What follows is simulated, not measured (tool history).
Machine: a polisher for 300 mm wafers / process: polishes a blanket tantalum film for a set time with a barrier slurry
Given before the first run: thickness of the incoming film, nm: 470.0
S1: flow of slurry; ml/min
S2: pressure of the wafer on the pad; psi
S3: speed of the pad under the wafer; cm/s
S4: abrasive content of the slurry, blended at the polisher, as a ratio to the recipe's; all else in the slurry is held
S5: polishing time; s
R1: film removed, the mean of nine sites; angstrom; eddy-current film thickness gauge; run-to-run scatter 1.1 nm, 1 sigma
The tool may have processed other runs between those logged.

{"run": 1, "hour": 0.0, "S1": 170, "S2": 1.8, "S3": 76, "S4": 1.0, "S5": 50, "R1": 468.43}
{"run": 2, "hour": 4.4, "S1": 170, "S2": 2.0, "S3": 76, "S4": 1.0, "S5": 50, "R1": 521.38}
{"run": 3, "hour": 11.2, "S1": 170, "S2": 2.2, "S3": 76, "S4": 1.0, "S5": 50, "R1": 571.35}
{"run": 4, "hour": 12.8, "S1": 170, "S2": 2.3, "S3": 76, "S4": 1.0, "S5": 50, "R1": 576.54}
{"run": 5, "hour": 14.2, "S1": 170, "S2": 2.4, "S3": 78, "S4": 1.0, "S5": 50, "R1": 616.71}
{"run": 6, "hour": 21.1, "S1": 170, "S2": 2.4, "S3": 78, "S4": 0.9, "S5": 50, "R1": 600.51}
{"run": 7, "hour": 24.8, "S1": 170, "S2": 2.5, "S3": 80, "S4": 0.9, "S5": 50, "R1": 654.03}

What does the tool deliver on the next run?
{"run": 8, "hour": 27.1, "S1": 170, "S2": 2.6, "S3": 80, "S4": 0.9, "S5": 50, "R1": "?"}

Run 8 yielded R1 676.68 angstrom.
